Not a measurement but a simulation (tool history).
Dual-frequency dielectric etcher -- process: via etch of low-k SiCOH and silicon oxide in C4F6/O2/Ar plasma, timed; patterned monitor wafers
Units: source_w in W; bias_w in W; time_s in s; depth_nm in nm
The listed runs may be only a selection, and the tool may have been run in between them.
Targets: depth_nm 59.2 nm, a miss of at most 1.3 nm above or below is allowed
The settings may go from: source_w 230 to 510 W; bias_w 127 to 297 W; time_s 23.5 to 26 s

run 1 day=0 | source_w=370 bias_w=212 time_s=26 | depth_nm=69.24
run 2 day=0.296 | source_w=370 bias_w=212 time_s=26 | depth_nm=69.123
run 3 day=0.496 | source_w=340 bias_w=205 time_s=26 | depth_nm=65.884
run 4 day=0.612 | source_w=340 bias_w=205 time_s=26 | depth_nm=66.439
run 5 day=0.7 | source_w=370 bias_w=205 time_s=26 | depth_nm=67.856
run 6 day=1.021 | source_w=370 bias_w=168 time_s=26 | depth_nm=63.614
run 7 day=1.358 | source_w=350 bias_w=165 time_s=26 | depth_nm=62.109
run 8 day=1.583 | source_w=340 bias_w=163 time_s=26 | depth_nm=60.969

Next run, 5 choices. One meets every target within its allowed miss, the rest don't. Which?
run A day=1.808 | source_w=370 bias_w=172 time_s=25.5 | depth_nm=?
run B day=1.808 | source_w=360 bias_w=170 time_s=26 | depth_nm=?
run C day=1.808 | source_w=390 bias_w=156 time_s=24.5 | depth_nm=?
run D day=1.808 | source_w=350 bias_w=168 time_s=26 | depth_nm=?
run E day=1.808 | source_w=320 bias_w=191 time_s=25.5 | depth_nm=?

move=A depth_nm=62.023
move=B depth_nm=62.374
move=C depth_nm=58.652
move=D depth_nm=61.502
move=E depth_nm=61.242
A: misses by more than the last run did
B: misses by more than the last run did
C: all results in spec
D: misses by more than the last run did
E: misses by more than the last run did
C is the move that brings every result within its allowed miss.
